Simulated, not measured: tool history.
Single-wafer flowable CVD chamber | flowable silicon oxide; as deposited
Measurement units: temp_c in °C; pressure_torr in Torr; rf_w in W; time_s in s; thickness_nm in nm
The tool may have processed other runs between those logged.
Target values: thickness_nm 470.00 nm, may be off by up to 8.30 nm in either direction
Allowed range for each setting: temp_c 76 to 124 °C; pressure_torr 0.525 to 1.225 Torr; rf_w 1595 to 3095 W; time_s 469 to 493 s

| run | day | temp_c | pressure_torr | rf_w | time_s | thickness_nm |
|---|---|---|---|---|---|---|
| 1 | 0.000 | 100 | 0.875 | 2345 | 493 | 325.64 |
| 2 | 0.092 | 99 | 0.875 | 2345 | 493 | 335.07 |
| 3 | 0.300 | 99 | 0.875 | 2625 | 493 | 338.04 |
| 4 | 0.612 | 93 | 0.875 | 2625 | 493 | 409.94 |
| 5 | 0.829 | 93 | 0.799 | 2625 | 493 | 375.00 |
| 6 | 1.171 | 101 | 0.799 | 2625 | 493 | 292.97 |
| 7 | 1.212 | 99 | 0.799 | 2625 | 493 | 310.39 |
| 8 | 1.475 | 97 | 0.799 | 2625 | 493 | 331.10 |
| 9 | 1.646 | 96 | 0.799 | 2625 | 493 | 341.34 |
| 10 | 1.800 | 95 | 0.799 | 2625 | 493 | 352.77 |
| 11 | 2.054 | 94 | 0.799 | 2625 | 493 | 364.69 |

Of the 5 settings listed for the next run, only one would bring every result within its allowed miss of target. Which one?
| A | 2.308 | 80 | 0.712 | 2730 | 493 | ? |
| B | 2.308 | 86 | 0.777 | 2695 | 487 | ? |
| C | 2.308 | 84 | 0.823 | 2085 | 493 | ? |
| D | 2.308 | 83 | 0.731 | 3095 | 493 | ? |
| E | 2.308 | 90 | 0.867 | 2545 | 493 | ? |

| move | thickness_nm |
|---|---|
| A | 488.47 |
| B | 443.15 |
| C | 486.26 |
| D | 464.67 |
| E | 442.93 |
A: carries the result that was furthest off beyond its target, to the other side
B: closes in on the targets versus the last run, not all within tolerance yet
C: carries the result that was furthest off beyond its target, to the other side
D: hits every target within its allowed miss
E: closes in on the targets versus the last run, not all within tolerance yet
Answer: D
